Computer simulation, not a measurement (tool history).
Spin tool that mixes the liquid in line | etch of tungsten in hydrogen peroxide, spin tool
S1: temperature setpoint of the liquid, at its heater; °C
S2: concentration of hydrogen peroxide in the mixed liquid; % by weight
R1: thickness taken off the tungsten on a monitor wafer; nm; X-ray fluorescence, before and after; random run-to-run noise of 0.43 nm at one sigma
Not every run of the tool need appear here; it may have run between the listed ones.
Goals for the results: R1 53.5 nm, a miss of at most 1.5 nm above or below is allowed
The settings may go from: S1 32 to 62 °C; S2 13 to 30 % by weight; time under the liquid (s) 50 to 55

{"run": 1, "hour": 0.0, "S1": 46, "S2": 24, "time under the liquid (s)": 50, "R1": 64.731}
{"run": 2, "hour": 5.3, "S1": 45.5, "S2": 24, "time under the liquid (s)": 50, "R1": 61.324}
{"run": 3, "hour": 6.1, "S1": 45.5, "S2": 24, "time under the liquid (s)": 55, "R1": 68.671}
{"run": 4, "hour": 11.8, "S1": 45.5, "S2": 24, "time under the liquid (s)": 50, "R1": 62.094}
{"run": 5, "hour": 14.7, "S1": 45.5, "S2": 24, "time under the liquid (s)": 55, "R1": 69.182}
{"run": 6, "hour": 18.5, "S1": 45.5, "S2": 28, "time under the liquid (s)": 55, "R1": 74.307}
{"run": 7, "hour": 25.4, "S1": 45.5, "S2": 28, "time under the liquid (s)": 55, "R1": 73.934}
{"run": 8, "hour": 33.3, "S1": 44.5, "S2": 28, "time under the liquid (s)": 55, "R1": 68.683}
{"run": 9, "hour": 35.1, "S1": 40, "S2": 28, "time under the liquid (s)": 55, "R1": 51.941}

Which one of the following 4 next-run settings gets every result inside its allowed miss? There is exactly one.
{"run": "A", "hour": 36.9, "S1": 43, "S2": 29, "time under the liquid (s)": 50, "R1": "?"}
{"run": "B", "hour": 36.9, "S1": 41.5, "S2": 25, "time under the liquid (s)": 55, "R1": "?"}
{"run": "C", "hour": 36.9, "S1": 41.5, "S2": 28, "time under the liquid (s)": 55, "R1": "?"}
{"run": "D", "hour": 36.9, "S1": 40.5, "S2": 29.5, "time under the liquid (s)": 50, "R1": "?"}

move=A R1=57.784
move=B R1=53.601
move=C R1=56.726
move=D R1=49.618
A: the result that was furthest off in the last run now lies on the other side of its target
B: each result inside its tolerance
C: the result that was furthest off in the last run now lies on the other side of its target
D: lands further from the targets than the last run did
The move that meets every target is B.
